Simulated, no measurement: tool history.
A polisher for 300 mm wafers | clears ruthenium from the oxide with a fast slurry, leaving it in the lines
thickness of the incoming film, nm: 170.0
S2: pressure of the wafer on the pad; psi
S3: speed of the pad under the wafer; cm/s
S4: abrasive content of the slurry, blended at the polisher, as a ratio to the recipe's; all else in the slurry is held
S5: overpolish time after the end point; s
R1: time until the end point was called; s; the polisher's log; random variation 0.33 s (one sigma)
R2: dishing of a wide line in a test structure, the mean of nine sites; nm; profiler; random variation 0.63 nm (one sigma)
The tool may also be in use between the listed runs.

run 1 hour=0.0 | flow_of_slurry_(ml/min)=270 S2=2.6 S3=124 S4=1.00 S5=9 | R1=37.382 R2=21.217
run 2 hour=2.0 | flow_of_slurry_(ml/min)=270 S2=2.6 S3=104 S4=1.00 S5=9 | R1=45.418 R2=19.526
run 3 hour=4.9 | flow_of_slurry_(ml/min)=270 S2=2.7 S3=110 S4=1.00 S5=9 | R1=41.984 R2=20.863
run 4 hour=10.7 | flow_of_slurry_(ml/min)=225 S2=2.7 S3=110 S4=1.00 S5=9 | R1=43.699 R2=20.171
run 5 hour=15.6 | flow_of_slurry_(ml/min)=230 S2=2.8 S3=114 S4=1.00 S5=9 | R1=39.486 R2=21.149
run 6 hour=22.7 | flow_of_slurry_(ml/min)=230 S2=2.9 S3=118 S4=1.00 S5=9 | R1=37.026 R2=21.671
run 7 hour=31.5 | flow_of_slurry_(ml/min)=230 S2=3.0 S3=122 S4=1.00 S5=9 | R1=33.689 R2=22.317
run 8 hour=39.4 | flow_of_slurry_(ml/min)=230 S2=3.1 S3=124 S4=1.00 S5=9 | R1=32.905 R2=22.147
-- hour=48.3 slurry nozzle cleaned
run 9 hour=48.3 | flow_of_slurry_(ml/min)=230 S2=3.2 S3=128 S4=1.00 S5=9 | R1=29.835 R2=23.474
run 10 hour=49.0 | flow_of_slurry_(ml/min)=230 S2=3.3 S3=130 S4=1.00 S5=9 | R1=29.149 R2=23.928
run 11 hour=54.7 | flow_of_slurry_(ml/min)=230 S2=3.4 S3=134 S4=1.00 S5=9 | R1=26.925 R2=24.517
run 12 hour=62.1 | flow_of_slurry_(ml/min)=230 S2=3.5 S3=136 S4=1.00 S5=9 | R1=26.100 R2=25.319

Forecast run 13:
run 13 hour=63.3 | flow_of_slurry_(ml/min)=235 S2=4.0 S3=172 S4=1.05 S5=7 | R1=? R2=?

{"run 13": {"R1": 17.56, "R2": 26.191}}
